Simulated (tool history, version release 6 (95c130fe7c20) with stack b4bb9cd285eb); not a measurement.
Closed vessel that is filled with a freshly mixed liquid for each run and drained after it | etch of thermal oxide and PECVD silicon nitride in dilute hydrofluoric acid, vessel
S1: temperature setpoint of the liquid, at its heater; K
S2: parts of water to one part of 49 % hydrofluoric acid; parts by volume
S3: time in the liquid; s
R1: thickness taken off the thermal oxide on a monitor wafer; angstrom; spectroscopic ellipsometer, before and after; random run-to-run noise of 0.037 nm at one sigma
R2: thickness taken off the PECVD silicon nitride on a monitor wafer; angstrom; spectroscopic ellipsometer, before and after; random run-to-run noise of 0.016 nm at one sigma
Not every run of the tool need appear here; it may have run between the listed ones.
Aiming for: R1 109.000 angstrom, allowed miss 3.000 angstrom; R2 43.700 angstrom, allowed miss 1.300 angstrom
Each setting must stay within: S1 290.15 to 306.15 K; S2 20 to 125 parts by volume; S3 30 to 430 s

run  hour      S1  S2   S3       R1      R2
  1   0.0  298.15  70  220  141.630  60.667
  2   5.6  297.65  70  220  140.060  58.618
  3  10.2  297.15  75  220  126.770  53.393
  4  18.9  297.15  75  160   92.089  38.574
  5  26.4  297.15  55  160  128.790  52.359
  6  27.4  297.15  55  220  177.030  72.271
  7  29.4  294.15  85  230  101.790  40.275
  8  33.1  294.65  85  230  105.420  41.294

Consider the 4 candidate settings below. Which is the only one whose results all fall within their allowed miss of target?
  A  36.8  297.15  95  245   ?   ?
  B  36.8  291.15  65  200   ?   ?
  C  36.8  291.65  75  240   ?   ?
  D  36.8  295.15  80  220   ?   ?

move       R1      R2
   A  108.590  46.653
   B  104.800  36.688
   C  110.090  39.670
   D  108.800  43.402
A: carries the result that was furthest off beyond its target, to the other side
B: its largest miss is bigger than the last run's
C: its largest miss is bigger than the last run's
D: every result lands within tolerance
The move that meets every target is D.
